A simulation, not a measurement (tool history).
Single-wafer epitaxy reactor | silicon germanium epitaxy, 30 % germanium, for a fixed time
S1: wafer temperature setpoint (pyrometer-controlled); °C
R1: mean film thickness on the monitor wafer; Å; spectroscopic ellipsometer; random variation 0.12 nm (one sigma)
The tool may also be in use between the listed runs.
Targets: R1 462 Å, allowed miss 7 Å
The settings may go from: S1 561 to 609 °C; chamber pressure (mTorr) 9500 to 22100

Run 1, day 0: S1 585 °C, chamber pressure (mTorr) 15800. Result: R1 405.96 Å.
Run 2, day 0.271: S1 587 °C, chamber pressure (mTorr) 15800. Result: R1 422.74 Å.
Run 3, day 0.425: S1 583 °C, chamber pressure (mTorr) 15800. Result: R1 389.65 Å.
Run 4, day 0.65: S1 579 °C, chamber pressure (mTorr) 15800. Result: R1 359.78 Å.
Run 5, day 1.017: S1 582 °C, chamber pressure (mTorr) 15800. Result: R1 381.45 Å.
Run 6, day 1.2: S1 576 °C, chamber pressure (mTorr) 15800. Result: R1 341.49 Å.
Run 7, day 1.5: S1 580 °C, chamber pressure (mTorr) 15800. Result: R1 368.78 Å.
Run 8, day 1.754: S1 583 °C, chamber pressure (mTorr) 15800. Result: R1 388.27 Å.
Run 9, day 1.842: S1 585 °C, chamber pressure (mTorr) 15800. Result: R1 406.71 Å.
Run 10, day 2.033: S1 587 °C, chamber pressure (mTorr) 15800. Result: R1 420.82 Å.
Run 11, day 2.088: S1 593 °C, chamber pressure (mTorr) 15900. Result: R1 470.7 Å.

Which of these 5 next moves meets every target?
Run A, day 2.142: S1 596 °C, chamber pressure (mTorr) 14700. Result: R1 ?.
Run B, day 2.142: S1 592 °C, chamber pressure (mTorr) 15800. Result: R1 ?.
Run C, day 2.142: S1 593 °C, chamber pressure (mTorr) 16500. Result: R1 ?.
Run D, day 2.142: S1 592 °C, chamber pressure (mTorr) 18100. Result: R1 ?.
Run E, day 2.142: S1 593 °C, chamber pressure (mTorr) 16900. Result: R1 ?.

move      R1
   A  488.11
   B   462.7
   C   477.6
   D   482.1
   E  481.06
A: further off than the last run
B: meets every target
C: further off than the last run
D: further off than the last run
E: further off than the last run
Answer: B
